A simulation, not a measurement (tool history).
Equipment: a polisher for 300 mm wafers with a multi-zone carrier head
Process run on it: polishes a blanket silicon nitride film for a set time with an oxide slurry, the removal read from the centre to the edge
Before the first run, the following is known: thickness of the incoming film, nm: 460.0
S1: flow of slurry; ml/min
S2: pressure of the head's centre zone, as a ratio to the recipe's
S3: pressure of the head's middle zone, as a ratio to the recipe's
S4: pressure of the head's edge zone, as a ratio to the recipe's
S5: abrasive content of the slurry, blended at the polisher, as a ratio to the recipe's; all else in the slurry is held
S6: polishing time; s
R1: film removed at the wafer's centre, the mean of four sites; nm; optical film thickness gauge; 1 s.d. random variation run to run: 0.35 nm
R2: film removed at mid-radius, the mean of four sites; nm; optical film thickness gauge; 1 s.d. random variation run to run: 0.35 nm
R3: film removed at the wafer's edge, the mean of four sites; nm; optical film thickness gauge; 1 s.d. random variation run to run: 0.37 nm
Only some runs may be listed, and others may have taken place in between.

run	hour	S1	S2	S3	S4	S5	S6	R1	R2	R3
1	0	235	1	1	1	1	41	36.3	34.554	34.653
2	8.2	235	1	1	1	1	46	40.184	38.945	38.647
3	9.1	280	1	1	1	1	46	40.515	38.616	38.955
4	17.3	280	0.96	0.99	1	0.9	45	36.661	36.162	37.992
5	24.6	280	0.9	0.99	1	0.9	45	35.421	37.094	37.443
6	32.6	280	0.9	0.99	1	0.9	38	29.793	31.546	30.921
7	33.4	280	0.88	0.98	1	0.85	38	28.764	30.538	29.796

Predict the results of run 8:
8	40.2	285	0.86	0.97	1.02	0.8	38	?	?	?

R1: 27.133 nm
R2: 29.257 nm
R3: 30.387 nm
